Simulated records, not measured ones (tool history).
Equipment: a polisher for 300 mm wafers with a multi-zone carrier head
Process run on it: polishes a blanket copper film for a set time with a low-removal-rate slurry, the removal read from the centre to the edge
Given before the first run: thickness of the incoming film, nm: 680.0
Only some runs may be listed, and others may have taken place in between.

| run | hour | flow of slurry (ml/min) | pressure of the head's centre zone | pressure of the head's middle zone | pressure of the head's edge zone | abrasive content of the slurry | polishing time (s) | film removed at the wafer's centre (nm) | film removed at mid-radius (nm) | film removed at the wafer's edge (nm) |
|---|---|---|---|---|---|---|---|---|---|---|
| 1 | 0.0 | 235 | 1.00 | 1.00 | 1.00 | 1.00 | 57 | 100.070 | 100.060 | 103.320 |
| 2 | 6.9 | 235 | 1.00 | 1.00 | 1.00 | 1.15 | 57 | 104.080 | 103.190 | 106.580 |
| 3 | 9.5 | 235 | 1.00 | 1.00 | 1.00 | 1.15 | 66 | 119.990 | 119.250 | 122.740 |
| 4 | 15.3 | 230 | 0.98 | 1.00 | 0.98 | 1.05 | 62 | 108.820 | 108.420 | 109.530 |
| 5 | 16.9 | 230 | 0.94 | 1.00 | 0.98 | 1.05 | 62 | 103.480 | 111.470 | 111.000 |
| 6 | 19.7 | 225 | 0.92 | 1.00 | 0.97 | 0.95 | 59 | 94.126 | 102.720 | 102.100 |

The next listed run, before its measurement:
| 7 | 26.1 | 220 | 0.90 | 1.00 | 0.96 | 0.90 | 57 | ? | ? | ? |

film removed at the wafer's centre (nm): 87.266
film removed at mid-radius (nm): 96.195
film removed at the wafer's edge (nm): 94.435
